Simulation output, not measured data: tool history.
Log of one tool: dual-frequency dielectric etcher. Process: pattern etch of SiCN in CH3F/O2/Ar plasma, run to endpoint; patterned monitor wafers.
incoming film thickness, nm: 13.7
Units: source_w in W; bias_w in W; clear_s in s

run  hour  source_w  bias_w  clear_s
  1   0.0       290      92   36.565
  2   5.5       290     102   34.312
  3  12.2       290      87   37.710
  4  21.2       300      88   37.066
  5  29.6       310      89   36.876
  6  36.9       310      96   35.052
  7  43.0       310      97   35.023

Forecast run 8:
  8  44.6       310      98        ?

clear_s: 34.747 s

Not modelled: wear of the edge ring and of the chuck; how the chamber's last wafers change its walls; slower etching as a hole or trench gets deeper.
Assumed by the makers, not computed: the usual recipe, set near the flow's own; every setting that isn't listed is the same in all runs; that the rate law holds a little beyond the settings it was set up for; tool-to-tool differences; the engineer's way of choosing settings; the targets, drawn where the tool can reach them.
